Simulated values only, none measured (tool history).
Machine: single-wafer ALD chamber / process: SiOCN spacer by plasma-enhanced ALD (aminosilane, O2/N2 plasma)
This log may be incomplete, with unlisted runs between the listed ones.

run,day,heater temperature setpoint (K),number of ALD cycles (cycles),mean film thickness on the monitor wafer (angstrom)
1,0.000,683.15,67,36.107
2,0.296,683.15,59,31.497
3,0.629,684.15,59,31.603
4,0.808,679.15,59,32.100
5,1.088,681.15,58,31.467
6,1.292,681.15,49,26.692
7,1.404,680.15,49,26.420

The next listed run, before its measurement:
8,1.696,679.15,49,?

mean film thickness on the monitor wafer (angstrom): 26.594
